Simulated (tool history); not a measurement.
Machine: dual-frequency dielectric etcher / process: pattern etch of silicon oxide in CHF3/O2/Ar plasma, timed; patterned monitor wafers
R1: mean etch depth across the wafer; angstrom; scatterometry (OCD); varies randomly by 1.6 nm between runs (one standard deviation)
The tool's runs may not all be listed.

run 1 hour=0.0 | source_power_(kW)=0.760 bias_power_(kW)=0.220 etch_time_(s)=224.5 | R1=4876.8
run 2 hour=8.6 | source_power_(kW)=0.760 bias_power_(kW)=0.198 etch_time_(s)=224.5 | R1=4696.7
run 3 hour=13.8 | source_power_(kW)=0.760 bias_power_(kW)=0.198 etch_time_(s)=224.5 | R1=4670.3
run 4 hour=21.2 | source_power_(kW)=0.750 bias_power_(kW)=0.198 etch_time_(s)=224.5 | R1=4663.2
run 5 hour=27.9 | source_power_(kW)=0.740 bias_power_(kW)=0.198 etch_time_(s)=224.5 | R1=4651.1
run 6 hour=34.5 | source_power_(kW)=0.740 bias_power_(kW)=0.198 etch_time_(s)=206.5 | R1=4261.0
run 7 hour=37.8 | source_power_(kW)=0.750 bias_power_(kW)=0.198 etch_time_(s)=206.5 | R1=4295.9
run 8 hour=38.5 | source_power_(kW)=0.760 bias_power_(kW)=0.198 etch_time_(s)=206.5 | R1=4328.4
run 9 hour=39.1 | source_power_(kW)=0.770 bias_power_(kW)=0.198 etch_time_(s)=206.5 | R1=4330.7
run 10 hour=48.1 | source_power_(kW)=0.770 bias_power_(kW)=0.198 etch_time_(s)=206.5 | R1=4321.6

Run 11 is up next; what results do you expect?
run 11 hour=50.8 | source_power_(kW)=0.790 bias_power_(kW)=0.199 etch_time_(s)=206.5 | R1=?

{"run 11": {"R1": 4376.2}}

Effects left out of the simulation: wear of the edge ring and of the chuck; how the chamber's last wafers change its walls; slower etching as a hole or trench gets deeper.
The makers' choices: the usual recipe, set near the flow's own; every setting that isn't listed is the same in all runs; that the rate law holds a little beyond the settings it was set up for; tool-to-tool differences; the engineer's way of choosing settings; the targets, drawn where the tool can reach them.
